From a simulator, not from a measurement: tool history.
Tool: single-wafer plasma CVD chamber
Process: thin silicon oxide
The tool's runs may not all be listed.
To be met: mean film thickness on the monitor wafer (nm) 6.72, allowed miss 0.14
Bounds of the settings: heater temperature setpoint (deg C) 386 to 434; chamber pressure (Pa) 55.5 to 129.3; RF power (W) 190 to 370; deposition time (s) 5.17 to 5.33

run    day  heater temperature setpoint (deg C)  chamber pressure (Pa)  RF power (W)  deposition time (s)  mean film thickness on the monitor wafer (nm)
  1      0                                  410                   92.4           280                 5.17                                         7.6169
  2  0.246                                  410                   92.4           280                 5.17                                         7.5973
  3  0.533                                  410                   91.3           280                 5.17                                         7.5375
  4  0.738                                  410                   90.3           280                 5.17                                         7.3841
     1.088  -- RF generator calibrated
  5  1.088                                  410                   89.5           280                 5.17                                         7.4532
  6  1.271                                  410                   89.5           280                 5.33                                         7.7009
  7  1.625                                  410                   88.1           280                 5.33                                         7.5529
  8  1.875                                  410                   76.4           280                 5.33                                         6.5754

Which of these 4 next moves meets every target?
  A  2.125                                  409                   80.5           220                 5.33                                              ?
  B  2.125                                  415                     76           265                 5.33                                              ?
  C  2.125                                  408                   75.3           295                 5.21                                              ?
  D  2.125                                  407                   79.3           300                 5.17                                              ?

move  mean film thickness on the monitor wafer (nm)
   A                                         6.4282
   B                                         6.4273
   C                                         6.4696
   D                                         6.7987
A: further off than the last run
B: further off than the last run
C: further off than the last run
D: meets every target
Move D is the one to make.
